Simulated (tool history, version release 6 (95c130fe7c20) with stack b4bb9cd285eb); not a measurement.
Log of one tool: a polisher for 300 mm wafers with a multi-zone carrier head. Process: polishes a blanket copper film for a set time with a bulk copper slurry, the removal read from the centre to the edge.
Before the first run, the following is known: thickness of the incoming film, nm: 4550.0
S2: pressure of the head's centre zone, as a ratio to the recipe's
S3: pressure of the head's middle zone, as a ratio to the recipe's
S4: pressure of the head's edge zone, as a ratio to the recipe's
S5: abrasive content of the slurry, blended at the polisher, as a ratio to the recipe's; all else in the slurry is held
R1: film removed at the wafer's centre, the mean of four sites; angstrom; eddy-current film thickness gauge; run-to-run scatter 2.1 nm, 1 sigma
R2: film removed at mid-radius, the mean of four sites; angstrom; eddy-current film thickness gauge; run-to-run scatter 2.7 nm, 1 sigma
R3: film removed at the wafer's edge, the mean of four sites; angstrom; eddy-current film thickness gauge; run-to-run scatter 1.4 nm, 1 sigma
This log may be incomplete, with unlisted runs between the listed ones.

{"run": 1, "hour": 0.0, "flow of slurry (ml/min)": 265, "S2": 1.0, "S3": 1.0, "S4": 1.0, "S5": 1.0, "polishing time (s)": 31, "R1": 2304.2, "R2": 2466.2, "R3": 2443.5}
{"run": 2, "hour": 6.9, "flow of slurry (ml/min)": 265, "S2": 0.93, "S3": 1.0, "S4": 1.0, "S5": 1.0, "polishing time (s)": 31, "R1": 2140.6, "R2": 2445.1, "R3": 2470.9}
{"run": 3, "hour": 10.2, "flow of slurry (ml/min)": 260, "S2": 0.95, "S3": 0.99, "S4": 0.96, "S5": 0.95, "polishing time (s)": 31, "R1": 2133.3, "R2": 2392.2, "R3": 2375.2}
{"run": 4, "hour": 13.8, "flow of slurry (ml/min)": 260, "S2": 0.95, "S3": 0.94, "S4": 0.96, "S5": 0.95, "polishing time (s)": 31, "R1": 2120.6, "R2": 2293.4, "R3": 2372.3}
{"run": 5, "hour": 18.5, "flow of slurry (ml/min)": 260, "S2": 1.0, "S3": 0.94, "S4": 0.96, "S5": 0.95, "polishing time (s)": 31, "R1": 2244.7, "R2": 2327.3, "R3": 2364.0}
{"run": 6, "hour": 26.4, "flow of slurry (ml/min)": 255, "S2": 1.01, "S3": 0.94, "S4": 0.93, "S5": 0.95, "polishing time (s)": 31, "R1": 2295.5, "R2": 2340.1, "R3": 2317.6}
{"run": 7, "hour": 32.5, "flow of slurry (ml/min)": 255, "S2": 1.01, "S3": 0.94, "S4": 0.93, "S5": 0.95, "polishing time (s)": 31, "R1": 2263.7, "R2": 2345.2, "R3": 2289.1}
{"run": 8, "hour": 36.3, "flow of slurry (ml/min)": 245, "S2": 1.02, "S3": 0.94, "S4": 0.92, "S5": 0.95, "polishing time (s)": 31, "R1": 2253.4, "R2": 2255.4, "R3": 2280.5}
{"hour": 41.4, "done": "slurry nozzle cleaned"}
{"run": 9, "hour": 41.4, "flow of slurry (ml/min)": 245, "S2": 1.02, "S3": 0.95, "S4": 0.9, "S5": 0.95, "polishing time (s)": 31, "R1": 2414.3, "R2": 2469.0, "R3": 2396.3}
{"run": 10, "hour": 44.6, "flow of slurry (ml/min)": 270, "S2": 1.02, "S3": 0.95, "S4": 0.9, "S5": 0.9, "polishing time (s)": 31, "R1": 2411.5, "R2": 2430.2, "R3": 2372.7}
{"run": 11, "hour": 51.6, "flow of slurry (ml/min)": 255, "S2": 1.03, "S3": 0.96, "S4": 0.89, "S5": 0.85, "polishing time (s)": 31, "R1": 2392.0, "R2": 2391.3, "R3": 2325.4}
{"run": 12, "hour": 55.5, "flow of slurry (ml/min)": 245, "S2": 1.03, "S3": 0.97, "S4": 0.87, "S5": 0.8, "polishing time (s)": 31, "R1": 2402.1, "R2": 2382.6, "R3": 2267.7}

Expected results for the next run?
{"run": 13, "hour": 61.1, "flow of slurry (ml/min)": 235, "S2": 1.03, "S3": 0.98, "S4": 0.86, "S5": 0.8, "polishing time (s)": 31, "R1": "?", "R2": "?", "R3": "?"}

Run 13 gave R1 2353.7 angstrom, R2 2353.9 angstrom, R3 2228.4 angstrom.

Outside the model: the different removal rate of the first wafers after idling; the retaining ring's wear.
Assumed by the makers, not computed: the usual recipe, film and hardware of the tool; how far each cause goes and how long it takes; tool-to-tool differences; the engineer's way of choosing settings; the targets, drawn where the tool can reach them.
